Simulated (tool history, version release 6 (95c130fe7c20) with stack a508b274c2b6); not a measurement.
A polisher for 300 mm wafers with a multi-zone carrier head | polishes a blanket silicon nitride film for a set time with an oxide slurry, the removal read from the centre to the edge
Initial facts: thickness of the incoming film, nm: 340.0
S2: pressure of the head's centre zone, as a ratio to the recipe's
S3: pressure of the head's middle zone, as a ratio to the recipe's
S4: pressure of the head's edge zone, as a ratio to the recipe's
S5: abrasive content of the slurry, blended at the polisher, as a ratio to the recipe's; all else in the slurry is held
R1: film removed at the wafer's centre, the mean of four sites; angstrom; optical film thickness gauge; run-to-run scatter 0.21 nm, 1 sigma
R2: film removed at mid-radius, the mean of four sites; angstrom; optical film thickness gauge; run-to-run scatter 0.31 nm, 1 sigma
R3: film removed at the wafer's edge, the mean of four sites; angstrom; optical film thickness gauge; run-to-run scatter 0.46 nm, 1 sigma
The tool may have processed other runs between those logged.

Run 1, hour 0.0: flow of slurry (ml/min) 125, S2 1.00, S3 1.00, S4 1.00, S5 1.00, polishing time (s) 85. Result: R1 458.74 angstrom, R2 469.38 angstrom, R3 465.11 angstrom.
Run 2, hour 4.8: flow of slurry (ml/min) 115, S2 0.98, S3 0.96, S4 1.00, S5 0.90, polishing time (s) 85. Result: R1 418.43 angstrom, R2 410.87 angstrom, R3 434.47 angstrom.
Run 3, hour 10.7: flow of slurry (ml/min) 130, S2 0.98, S3 0.96, S4 1.00, S5 0.90, polishing time (s) 85. Result: R1 431.80 angstrom, R2 429.53 angstrom, R3 437.88 angstrom.
Run 4, hour 15.0: flow of slurry (ml/min) 120, S2 0.95, S3 0.93, S4 0.98, S5 0.85, polishing time (s) 85. Result: R1 400.56 angstrom, R2 394.65 angstrom, R3 408.00 angstrom.
Run 5, hour 23.8: flow of slurry (ml/min) 110, S2 0.92, S3 0.91, S4 0.99, S5 0.80, polishing time (s) 85. Result: R1 368.62 angstrom, R2 373.49 angstrom, R3 402.26 angstrom.
Run 6, hour 28.2: flow of slurry (ml/min) 140, S2 0.92, S3 0.91, S4 0.99, S5 0.80, polishing time (s) 85. Result: R1 379.95 angstrom, R2 384.76 angstrom, R3 415.88 angstrom.
Run 7, hour 36.7: flow of slurry (ml/min) 105, S2 0.86, S3 0.81, S4 0.98, S5 0.55, polishing time (s) 84. Result: R1 263.13 angstrom, R2 259.44 angstrom, R3 313.08 angstrom.
Run 8, hour 38.0: flow of slurry (ml/min) 140, S2 0.87, S3 0.82, S4 1.01, S5 0.55, polishing time (s) 84. Result: R1 281.97 angstrom, R2 274.39 angstrom, R3 323.05 angstrom.
Run 9, hour 38.5: flow of slurry (ml/min) 145, S2 0.87, S3 0.83, S4 1.03, S5 0.55, polishing time (s) 84. Result: R1 281.90 angstrom, R2 276.31 angstrom, R3 332.47 angstrom.
Run 10, hour 41.1: flow of slurry (ml/min) 150, S2 0.87, S3 0.83, S4 1.03, S5 0.55, polishing time (s) 84. Result: R1 284.12 angstrom, R2 277.34 angstrom, R3 330.21 angstrom.
Run 11, hour 44.7: flow of slurry (ml/min) 155, S2 0.87, S3 0.84, S4 1.04, S5 0.55, polishing time (s) 84. Result: R1 283.12 angstrom, R2 274.88 angstrom, R3 323.42 angstrom.
Run 12, hour 48.1: flow of slurry (ml/min) 150, S2 0.87, S3 0.84, S4 1.04, S5 0.55, polishing time (s) 84. Result: R1 284.08 angstrom, R2 283.25 angstrom, R3 333.59 angstrom.
Run 13, hour 52.0: flow of slurry (ml/min) 155, S2 0.87, S3 0.84, S4 1.05, S5 0.55, polishing time (s) 84. Result: R1 284.54 angstrom, R2 281.44 angstrom, R3 338.23 angstrom.
Run 14, hour 54.5: flow of slurry (ml/min) 160, S2 0.87, S3 0.84, S4 1.05, S5 0.55, polishing time (s) 84. Result: R1 284.86 angstrom, R2 282.40 angstrom, R3 341.59 angstrom.

Run 15, settings as shown, results not yet in. Your forecast:
Run 15, hour 61.5: flow of slurry (ml/min) 165, S2 0.88, S3 0.84, S4 1.05, S5 0.55, polishing time (s) 84. Result: R1 ?, R2 ?, R3 ?.

{"run 15": {"R1": 288.33, "R2": 281.39, "R3": 328.71}}
